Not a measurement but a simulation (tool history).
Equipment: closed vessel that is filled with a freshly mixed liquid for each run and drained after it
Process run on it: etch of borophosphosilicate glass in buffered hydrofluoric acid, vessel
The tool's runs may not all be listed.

| run | hour | temperature setpoint of the liquid (C) | parts of 40 % ammonium fluoride to one part of 49 % hydrofluoric acid (parts by volume) | time in the liquid (s) | thickness taken off the borophosphosilicate glass on a monitor wafer (nm) |
|---|---|---|---|---|---|
| 1 | 0 | 22 | 13 | 95 | 226.36 |
| 2 | 4.7 | 22 | 10 | 95 | 282.44 |
| 3 | 5.4 | 25 | 10 | 95 | 331.16 |
| 4 | 10.6 | 25 | 10 | 95 | 329.49 |
| 5 | 14.3 | 25 | 10 | 95 | 330.84 |
|  | 17.1 | hydrofluoric acid flow meter replaced |
| 6 | 17.1 | 25 | 10 | 95 | 310.27 |
| 7 | 18.9 | 25.5 | 10 | 95 | 320.85 |
| 8 | 20.7 | 26 | 10 | 95 | 329.36 |

For run 9, what comes out?
| 9 | 21.8 | 26.5 | 10 | 95 | ? |

thickness taken off the borophosphosilicate glass on a monitor wafer (nm): 335.71
